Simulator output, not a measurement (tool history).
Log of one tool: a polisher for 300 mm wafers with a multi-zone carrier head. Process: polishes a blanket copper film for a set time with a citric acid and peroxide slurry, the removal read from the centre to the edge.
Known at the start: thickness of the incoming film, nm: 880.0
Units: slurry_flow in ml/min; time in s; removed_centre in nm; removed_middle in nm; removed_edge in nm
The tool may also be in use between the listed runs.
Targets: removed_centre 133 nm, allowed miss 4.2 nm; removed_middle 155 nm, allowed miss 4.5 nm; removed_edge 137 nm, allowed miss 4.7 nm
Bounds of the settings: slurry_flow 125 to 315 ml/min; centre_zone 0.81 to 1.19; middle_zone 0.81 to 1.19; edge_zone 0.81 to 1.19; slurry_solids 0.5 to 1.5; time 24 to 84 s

Run 1, hour 0: slurry_flow 205 ml/min, centre_zone 1, middle_zone 1, edge_zone 1, slurry_solids 1, time 54 s. Result: removed_centre 126.66 nm, removed_middle 125.39 nm, removed_edge 126.92 nm.
Run 2, hour 5.6: slurry_flow 205 ml/min, centre_zone 1, middle_zone 1, edge_zone 1, slurry_solids 0.9, time 54 s. Result: removed_centre 124.98 nm, removed_middle 122.72 nm, removed_edge 127.05 nm.
Run 3, hour 9.2: slurry_flow 215 ml/min, centre_zone 1, middle_zone 1.03, edge_zone 1.01, slurry_solids 0.9, time 54 s. Result: removed_centre 124.63 nm, removed_middle 126.95 nm, removed_edge 128.09 nm.
Run 4, hour 11.7: slurry_flow 220 ml/min, centre_zone 1, middle_zone 1.05, edge_zone 1.01, slurry_solids 0.9, time 54 s. Result: removed_centre 127.14 nm, removed_middle 130.11 nm, removed_edge 125.51 nm.
Run 5, hour 15.8: slurry_flow 220 ml/min, centre_zone 1, middle_zone 1.05, edge_zone 1.06, slurry_solids 0.9, time 54 s. Result: removed_centre 128.24 nm, removed_middle 129.96 nm, removed_edge 128.59 nm.
Run 6, hour 19.6: slurry_flow 220 ml/min, centre_zone 1.05, middle_zone 1.05, edge_zone 1.06, slurry_solids 0.9, time 54 s. Result: removed_centre 131.86 nm, removed_middle 128.9 nm, removed_edge 125.67 nm.
Run 7, hour 27.4: slurry_flow 225 ml/min, centre_zone 1.03, middle_zone 1.07, edge_zone 1.07, slurry_solids 0.9, time 54 s. Result: removed_centre 131.59 nm, removed_middle 133.68 nm, removed_edge 129.16 nm.
Run 8, hour 34: slurry_flow 230 ml/min, centre_zone 1.02, middle_zone 1.08, edge_zone 1.08, slurry_solids 0.9, time 54 s. Result: removed_centre 126.07 nm, removed_middle 133.98 nm, removed_edge 130.32 nm.
Run 9, hour 39.5: slurry_flow 235 ml/min, centre_zone 1.03, middle_zone 1.09, edge_zone 1.08, slurry_solids 0.95, time 54 s. Result: removed_centre 132.88 nm, removed_middle 137.14 nm, removed_edge 129.99 nm.
Run 10, hour 44.2: slurry_flow 240 ml/min, centre_zone 1.02, middle_zone 1.1, edge_zone 1.09, slurry_solids 0.95, time 54 s. Result: removed_centre 130.85 nm, removed_middle 137.96 nm, removed_edge 131.82 nm.
Run 11, hour 49.6: slurry_flow 245 ml/min, centre_zone 1.02, middle_zone 1.11, edge_zone 1.09, slurry_solids 0.95, time 54 s. Result: removed_centre 130.6 nm, removed_middle 139.8 nm, removed_edge 132.38 nm.

Which of these 5 next moves meets every target?
Run A, hour 55: slurry_flow 195 ml/min, centre_zone 1.01, middle_zone 1, edge_zone 1.11, slurry_solids 0.7, time 57 s. Result: removed_centre ?, removed_middle ?, removed_edge ?.
Run B, hour 55: slurry_flow 255 ml/min, centre_zone 1.14, middle_zone 1.14, edge_zone 1.16, slurry_solids 0.7, time 50 s. Result: removed_centre ?, removed_middle ?, removed_edge ?.
Run C, hour 55: slurry_flow 225 ml/min, centre_zone 1.04, middle_zone 1.03, edge_zone 1.18, slurry_solids 0.9, time 53 s. Result: removed_centre ?, removed_middle ?, removed_edge ?.
Run D, hour 55: slurry_flow 310 ml/min, centre_zone 1.02, middle_zone 1, edge_zone 1.11, slurry_solids 0.65, time 55 s. Result: removed_centre ?, removed_middle ?, removed_edge ?.
Run E, hour 55: slurry_flow 220 ml/min, centre_zone 0.98, middle_zone 1.18, edge_zone 1.04, slurry_solids 0.75, time 59 s. Result: removed_centre ?, removed_middle ?, removed_edge ?.

move  removed_centre  removed_middle  removed_edge
   A          126.93          124.65        131.55
   B           129.4          126.88        120.47
   C           127.9          125.13        131.08
   D          130.83          126.51        131.59
   E          131.82          152.63        135.53
A: further off than the last run
B: further off than the last run
C: further off than the last run
D: further off than the last run
E: meets every target
Move E is the one to make.

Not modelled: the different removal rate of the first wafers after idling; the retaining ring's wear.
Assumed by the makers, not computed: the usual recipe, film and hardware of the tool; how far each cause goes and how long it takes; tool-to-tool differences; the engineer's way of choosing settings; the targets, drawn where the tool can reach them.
